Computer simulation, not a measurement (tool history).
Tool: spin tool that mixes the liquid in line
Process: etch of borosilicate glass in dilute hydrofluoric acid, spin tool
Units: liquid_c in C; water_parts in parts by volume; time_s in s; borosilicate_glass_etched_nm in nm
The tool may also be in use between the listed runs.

{"run": 1, "hour": 0.0, "liquid_c": 26.0, "water_parts": 75, "time_s": 125, "borosilicate_glass_etched_nm": 39.639}
{"run": 2, "hour": 2.8, "liquid_c": 29.0, "water_parts": 75, "time_s": 125, "borosilicate_glass_etched_nm": 44.219}
{"run": 3, "hour": 6.4, "liquid_c": 29.5, "water_parts": 70, "time_s": 125, "borosilicate_glass_etched_nm": 48.953}
{"run": 4, "hour": 7.9, "liquid_c": 30.0, "water_parts": 65, "time_s": 125, "borosilicate_glass_etched_nm": 54.557}
{"run": 5, "hour": 12.5, "liquid_c": 30.5, "water_parts": 60, "time_s": 125, "borosilicate_glass_etched_nm": 59.881}
{"run": 6, "hour": 19.3, "liquid_c": 30.5, "water_parts": 60, "time_s": 130, "borosilicate_glass_etched_nm": 63.1}

Forecast run 7:
{"hour": 27.8, "done": "thermometer replaced"}
{"run": 7, "hour": 27.8, "liquid_c": 31.0, "water_parts": 60, "time_s": 130, "borosilicate_glass_etched_nm": "?"}

Run 7 gave borosilicate_glass_etched_nm 67.743 nm.

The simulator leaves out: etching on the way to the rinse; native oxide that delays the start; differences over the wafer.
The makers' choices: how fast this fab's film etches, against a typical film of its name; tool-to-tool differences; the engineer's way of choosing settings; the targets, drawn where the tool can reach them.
